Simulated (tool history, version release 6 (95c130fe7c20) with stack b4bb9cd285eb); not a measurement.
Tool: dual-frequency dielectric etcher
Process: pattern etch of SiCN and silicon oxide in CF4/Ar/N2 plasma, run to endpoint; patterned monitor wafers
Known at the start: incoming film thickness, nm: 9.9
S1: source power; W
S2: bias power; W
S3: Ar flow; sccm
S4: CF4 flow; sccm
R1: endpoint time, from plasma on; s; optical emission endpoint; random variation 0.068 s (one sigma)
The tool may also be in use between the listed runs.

Run 1, hour 0.0: S1 520 W, S2 97 W, S3 88 sccm, S4 50 sccm. Result: R1 10.693 s.
Run 2, hour 5.3: S1 470 W, S2 92 W, S3 90 sccm, S4 49 sccm. Result: R1 12.293 s.
Run 3, hour 8.0: S1 440 W, S2 92 W, S3 90 sccm, S4 49 sccm. Result: R1 13.290 s.
Run 4, hour 12.9: S1 420 W, S2 92 W, S3 90 sccm, S4 49 sccm. Result: R1 13.973 s.
Run 5, hour 18.8: S1 420 W, S2 92 W, S3 90 sccm, S4 55 sccm. Result: R1 13.703 s.
Run 6, hour 21.8: S1 420 W, S2 98 W, S3 90 sccm, S4 55 sccm. Result: R1 13.397 s.
Run 7, hour 30.3: S1 400 W, S2 98 W, S3 90 sccm, S4 55 sccm. Result: R1 14.166 s.

The next listed run, before its measurement:
Run 8, hour 35.5: S1 380 W, S2 98 W, S3 90 sccm, S4 55 sccm. Result: R1 ?.

{"run 8": {"R1": 15.112}}
